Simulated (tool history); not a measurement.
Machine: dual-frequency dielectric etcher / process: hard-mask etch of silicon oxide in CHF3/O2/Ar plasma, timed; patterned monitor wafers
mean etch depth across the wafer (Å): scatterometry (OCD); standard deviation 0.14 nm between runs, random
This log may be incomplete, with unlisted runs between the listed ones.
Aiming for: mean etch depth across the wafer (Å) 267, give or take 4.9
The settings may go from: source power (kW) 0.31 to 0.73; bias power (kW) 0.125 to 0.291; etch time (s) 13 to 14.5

run	hour	source power (kW)	bias power (kW)	etch time (s)	mean etch depth across the wafer (Å)
1	0	0.52	0.208	14.5	292.88
2	3.8	0.5	0.207	14.5	288.7
3	8	0.5	0.207	14.5	289.6
4	16	0.55	0.207	14.5	298.3
5	18	0.47	0.207	14.5	283.36
6	18.7	0.46	0.206	14.5	281.37
7	20.5	0.45	0.205	14.5	281.11
8	28.6	0.44	0.204	14.5	278.14

Consider the 4 candidate settings below. Which is the only one whose results all fall within their allowed miss of target?
A	36.7	0.45	0.208	14.5	?
B	36.7	0.49	0.212	14	?
C	36.7	0.47	0.197	14.5	?
D	36.7	0.38	0.27	13.5	?

move	mean etch depth across the wafer (Å)
A	278.92
B	277.94
C	278.55
D	266.11
A: moves away from the targets compared with the last run
B: roughly where the last run was
C: roughly where the last run was
D: every result within its allowed miss
Move D is the one to make.
